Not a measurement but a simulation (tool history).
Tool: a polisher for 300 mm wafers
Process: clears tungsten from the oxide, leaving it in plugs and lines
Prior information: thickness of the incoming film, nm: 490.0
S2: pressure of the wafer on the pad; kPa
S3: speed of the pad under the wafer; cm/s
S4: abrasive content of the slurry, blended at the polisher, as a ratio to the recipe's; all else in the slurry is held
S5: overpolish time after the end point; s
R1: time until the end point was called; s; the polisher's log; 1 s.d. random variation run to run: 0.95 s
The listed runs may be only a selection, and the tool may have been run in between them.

Run 1, hour 0.0: flow of slurry (ml/min) 300, S2 22.8 kPa, S3 116 cm/s, S4 1.0, S5 6 s. Result: R1 101.110 s.
Run 2, hour 6.6: flow of slurry (ml/min) 300, S2 24.8 kPa, S3 116 cm/s, S4 1.0, S5 6 s. Result: R1 92.498 s.
Run 3, hour 9.9: flow of slurry (ml/min) 300, S2 24.8 kPa, S3 96 cm/s, S4 1.0, S5 6 s. Result: R1 110.720 s.
Run 4, hour 16.5: flow of slurry (ml/min) 300, S2 27.6 kPa, S3 96 cm/s, S4 1.0, S5 6 s. Result: R1 100.810 s.
Run 5, hour 18.9: flow of slurry (ml/min) 300, S2 29.6 kPa, S3 96 cm/s, S4 1.0, S5 6 s. Result: R1 94.896 s.
Run 6, hour 26.5: flow of slurry (ml/min) 300, S2 29.6 kPa, S3 84 cm/s, S4 1.0, S5 6 s. Result: R1 104.640 s.
Run 7, hour 34.1: flow of slurry (ml/min) 300, S2 31.7 kPa, S3 88 cm/s, S4 1.0, S5 6 s. Result: R1 97.501 s.
Run 8, hour 35.3: flow of slurry (ml/min) 300, S2 33.1 kPa, S3 94 cm/s, S4 1.0, S5 6 s. Result: R1 88.758 s.

Estimate the outcome of run 9 from the log above:
Run 9, hour 43.3: flow of slurry (ml/min) 300, S2 33.8 kPa, S3 98 cm/s, S4 1.0, S5 6 s. Result: R1 ?.

R1: 81.850 s

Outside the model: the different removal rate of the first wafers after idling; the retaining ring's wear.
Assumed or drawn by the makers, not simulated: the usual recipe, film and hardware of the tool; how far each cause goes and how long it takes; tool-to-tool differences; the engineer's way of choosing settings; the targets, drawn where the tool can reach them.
